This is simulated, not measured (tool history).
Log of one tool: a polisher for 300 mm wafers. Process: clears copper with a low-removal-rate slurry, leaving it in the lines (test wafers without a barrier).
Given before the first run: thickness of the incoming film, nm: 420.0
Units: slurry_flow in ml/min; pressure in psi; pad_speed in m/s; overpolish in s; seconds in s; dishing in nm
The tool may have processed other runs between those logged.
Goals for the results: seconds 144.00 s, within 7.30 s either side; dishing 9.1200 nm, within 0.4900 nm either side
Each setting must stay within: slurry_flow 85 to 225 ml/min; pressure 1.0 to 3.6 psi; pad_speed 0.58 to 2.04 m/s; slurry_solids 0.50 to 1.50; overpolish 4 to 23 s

| run | hour | slurry_flow | pressure | pad_speed | slurry_solids | overpolish | seconds | dishing |
|---|---|---|---|---|---|---|---|---|
| 1 | 0.0 | 145 | 2.3 | 1.30 | 1.00 | 12 | 141.21 | 23.4960 |
| 2 | 8.4 | 145 | 1.8 | 1.30 | 1.00 | 12 | 162.39 | 20.0100 |
| 3 | 11.1 | 145 | 1.7 | 1.34 | 1.00 | 11 | 167.34 | 19.3280 |
| 4 | 12.8 | 145 | 1.7 | 1.48 | 1.00 | 11 | 156.67 | 20.6210 |
| 5 | 17.4 | 155 | 1.8 | 1.34 | 1.10 | 10 | 150.34 | 19.3750 |
| 6 | 23.9 | 165 | 1.8 | 1.22 | 1.15 | 9 | 165.22 | 16.4780 |
| 7 | 30.9 | 175 | 1.9 | 1.12 | 1.20 | 8 | 166.34 | 14.8940 |
| 8 | 36.6 | 185 | 2.0 | 1.04 | 1.25 | 7 | 169.58 | 13.3360 |
| 9 | 45.3 | 190 | 2.1 | 0.96 | 1.30 | 7 | 171.50 | 12.9590 |
| 10 | 50.0 | 195 | 2.2 | 0.90 | 1.35 | 7 | 171.13 | 12.4490 |
| 11 | 55.4 | 225 | 2.8 | 0.58 | 1.50 | 4 | 199.88 | 6.9332 |
| 12 | 59.3 | 225 | 2.9 | 0.60 | 1.50 | 4 | 183.01 | 7.0687 |
| 13 | 64.3 | 220 | 3.0 | 0.62 | 1.50 | 4 | 187.55 | 7.3227 |
| 14 | 67.1 | 220 | 3.1 | 0.66 | 1.50 | 4 | 169.02 | 7.8867 |
| 15 | 73.8 | 220 | 3.2 | 0.66 | 1.50 | 4 | 165.29 | 7.7654 |
| 16 | 82.1 | 220 | 3.2 | 0.68 | 1.50 | 4 | 165.33 | 8.1778 |

4 candidate next runs follow, results not yet known. Just one meets every target within its allowed miss. Identify it.
| A | 90.4 | 225 | 3.6 | 0.58 | 1.50 | 4 | ? | ? |
| B | 90.4 | 210 | 3.4 | 0.78 | 1.45 | 4 | ? | ? |
| C | 90.4 | 210 | 2.9 | 0.80 | 1.45 | 4 | ? | ? |
| D | 90.4 | 225 | 3.4 | 0.64 | 1.50 | 4 | ? | ? |

| move | seconds | dishing |
|---|---|---|
| A | 165.41 | 7.8860 |
| B | 140.69 | 9.1559 |
| C | 153.52 | 8.4383 |
| D | 160.27 | 8.1178 |
A: about the same distance from the targets as the last run
B: all results land within tolerance of their targets
C: gains on the last run, yet a result remains outside its allowed miss
D: gains on the last run, yet a result remains outside its allowed miss
Correct choice: B, which meets every target

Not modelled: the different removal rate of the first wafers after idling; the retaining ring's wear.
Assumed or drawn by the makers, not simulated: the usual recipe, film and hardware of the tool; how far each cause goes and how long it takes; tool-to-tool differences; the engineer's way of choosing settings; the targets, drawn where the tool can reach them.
